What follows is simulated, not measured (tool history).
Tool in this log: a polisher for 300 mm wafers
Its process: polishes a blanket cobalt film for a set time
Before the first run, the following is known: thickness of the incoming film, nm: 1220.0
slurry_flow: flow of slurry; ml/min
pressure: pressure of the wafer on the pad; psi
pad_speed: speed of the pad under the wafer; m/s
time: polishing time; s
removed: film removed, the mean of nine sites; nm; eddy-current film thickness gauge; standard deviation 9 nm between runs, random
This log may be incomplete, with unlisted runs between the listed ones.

Run 1, hour 0.0: slurry_flow 260 ml/min, pressure 2.5 psi, pad_speed 0.92 m/s, time 90 s. Result: removed 428.55 nm.
Run 2, hour 8.9: slurry_flow 260 ml/min, pressure 2.7 psi, pad_speed 0.92 m/s, time 90 s. Result: removed 470.84 nm.
Run 3, hour 13.2: slurry_flow 260 ml/min, pressure 2.8 psi, pad_speed 0.92 m/s, time 90 s. Result: removed 472.35 nm.
Run 4, hour 22.3: slurry_flow 260 ml/min, pressure 2.9 psi, pad_speed 0.92 m/s, time 90 s. Result: removed 484.10 nm.
Run 5, hour 30.7: slurry_flow 260 ml/min, pressure 3.0 psi, pad_speed 0.92 m/s, time 90 s. Result: removed 504.32 nm.
Run 6, hour 33.8: slurry_flow 235 ml/min, pressure 3.0 psi, pad_speed 0.92 m/s, time 90 s. Result: removed 504.48 nm.
Run 7, hour 34.8: slurry_flow 235 ml/min, pressure 3.1 psi, pad_speed 0.92 m/s, time 90 s. Result: removed 524.35 nm.

Run 8 comes next. What will it give?
Run 8, hour 43.5: slurry_flow 235 ml/min, pressure 3.2 psi, pad_speed 0.92 m/s, time 90 s. Result: removed ?.

{"run 8": {"removed": 548.18}}

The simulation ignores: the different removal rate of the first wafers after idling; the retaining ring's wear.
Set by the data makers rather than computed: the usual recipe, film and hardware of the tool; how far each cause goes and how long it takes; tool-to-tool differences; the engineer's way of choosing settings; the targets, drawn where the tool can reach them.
